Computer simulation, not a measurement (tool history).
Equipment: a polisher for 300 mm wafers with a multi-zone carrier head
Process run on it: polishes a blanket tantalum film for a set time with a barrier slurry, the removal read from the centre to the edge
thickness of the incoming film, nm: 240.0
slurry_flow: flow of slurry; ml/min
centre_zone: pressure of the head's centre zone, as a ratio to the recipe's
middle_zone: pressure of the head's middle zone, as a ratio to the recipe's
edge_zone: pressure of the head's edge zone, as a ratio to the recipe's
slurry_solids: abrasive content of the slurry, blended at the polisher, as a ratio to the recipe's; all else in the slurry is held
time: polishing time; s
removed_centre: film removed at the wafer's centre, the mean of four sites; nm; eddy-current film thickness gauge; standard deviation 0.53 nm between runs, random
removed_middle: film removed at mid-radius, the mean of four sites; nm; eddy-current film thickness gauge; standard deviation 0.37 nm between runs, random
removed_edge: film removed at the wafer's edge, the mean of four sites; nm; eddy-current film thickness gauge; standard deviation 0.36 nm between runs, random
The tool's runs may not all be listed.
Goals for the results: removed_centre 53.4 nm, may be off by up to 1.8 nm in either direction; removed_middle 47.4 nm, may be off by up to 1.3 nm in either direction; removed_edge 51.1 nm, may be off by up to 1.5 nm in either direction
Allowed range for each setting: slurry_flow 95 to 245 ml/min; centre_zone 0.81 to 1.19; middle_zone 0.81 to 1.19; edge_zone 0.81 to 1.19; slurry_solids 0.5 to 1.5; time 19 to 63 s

| run | hour | slurry_flow | centre_zone | middle_zone | edge_zone | slurry_solids | time | removed_centre | removed_middle | removed_edge |
|---|---|---|---|---|---|---|---|---|---|---|
| 1 | 0 | 155 | 1 | 1 | 1 | 1 | 41 | 67.032 | 63.723 | 62.689 |
| 2 | 3.9 | 155 | 1 | 1 | 1 | 1 | 44 | 71.146 | 67.528 | 67.18 |
| 3 | 10.5 | 155 | 0.92 | 1 | 1 | 1 | 44 | 66.391 | 67.05 | 67.223 |
| 4 | 14.7 | 145 | 0.92 | 0.95 | 0.95 | 0.85 | 44 | 60.802 | 59.654 | 61.501 |
| 5 | 19.3 | 140 | 0.93 | 0.92 | 0.91 | 0.75 | 44 | 59.509 | 56.303 | 56.74 |
| 6 | 23.1 | 130 | 0.92 | 0.88 | 0.89 | 0.75 | 44 | 57.234 | 52.939 | 55.785 |
| 7 | 25.3 | 105 | 0.93 | 0.83 | 0.81 | 0.6 | 44 | 49.728 | 43.467 | 46.276 |
| 8 | 32.5 | 120 | 0.92 | 0.83 | 0.83 | 0.6 | 44 | 50.295 | 44.499 | 48.151 |
| 9 | 39.3 | 160 | 0.93 | 0.85 | 0.85 | 0.6 | 44 | 55.736 | 49.135 | 51.455 |

Which one of the following 5 next-run settings gets every result inside its allowed miss? There is exactly one.
| A | 46.1 | 165 | 0.92 | 0.84 | 0.81 | 0.6 | 45 | ? | ? | ? |
| B | 46.1 | 170 | 0.96 | 0.91 | 0.81 | 0.55 | 47 | ? | ? | ? |
| C | 46.1 | 150 | 0.88 | 0.81 | 0.82 | 0.5 | 50 | ? | ? | ? |
| D | 46.1 | 180 | 0.88 | 0.9 | 0.83 | 0.6 | 43 | ? | ? | ? |
| E | 46.1 | 175 | 0.9 | 0.93 | 0.83 | 0.6 | 43 | ? | ? | ? |

| move | removed_centre | removed_middle | removed_edge |
|---|---|---|---|
| A | 56.047 | 49.68 | 51.065 |
| B | 58.449 | 53.28 | 51.152 |
| C | 53.237 | 47.717 | 51.064 |
| D | 52.461 | 51.026 | 49.83 |
| E | 53.207 | 52.184 | 49.636 |
A: lands further from the targets than the last run did
B: lands further from the targets than the last run did
C: each result inside its tolerance
D: lands further from the targets than the last run did
E: lands further from the targets than the last run did
Move C is the one to make.
